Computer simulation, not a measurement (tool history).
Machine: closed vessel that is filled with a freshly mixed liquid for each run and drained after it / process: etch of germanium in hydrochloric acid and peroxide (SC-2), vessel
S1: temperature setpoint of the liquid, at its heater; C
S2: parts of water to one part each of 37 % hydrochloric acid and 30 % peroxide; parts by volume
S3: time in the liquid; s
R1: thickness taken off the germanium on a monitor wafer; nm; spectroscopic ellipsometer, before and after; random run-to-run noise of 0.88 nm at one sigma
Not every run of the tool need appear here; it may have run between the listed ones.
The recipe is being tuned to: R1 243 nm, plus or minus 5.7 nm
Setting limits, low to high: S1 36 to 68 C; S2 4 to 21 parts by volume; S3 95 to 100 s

run    day    S1    S2  S3      R1
  1      0    52  11.5  95  190.74
  2  0.129    53  11.5  95  196.22
  3  0.312    53     8  95  203.81
  4  0.567  47.5     8  95  170.63
  5  0.758    49     8  95  180.66
  6  0.858    49     8  95  179.64
  7  1.096    57   7.5  95  231.58
  8  1.146    57   7.5  95  232.42

Exactly one of the 4 candidate moves below puts every result within its allowed miss. Which one?
  A  1.196  53.5  6.5  100   ?
  B  1.196  56.5  6.5   95   ?
  C  1.196    57    7   95   ?
  D  1.196    58  5.5   95   ?

move      R1
   A  220.44
   B  229.77
   C  232.31
   D  242.39
A: misses by more than the last run did
B: misses by more than the last run did
C: just as far off the targets as the last run
D: all results in spec
D meets every target.

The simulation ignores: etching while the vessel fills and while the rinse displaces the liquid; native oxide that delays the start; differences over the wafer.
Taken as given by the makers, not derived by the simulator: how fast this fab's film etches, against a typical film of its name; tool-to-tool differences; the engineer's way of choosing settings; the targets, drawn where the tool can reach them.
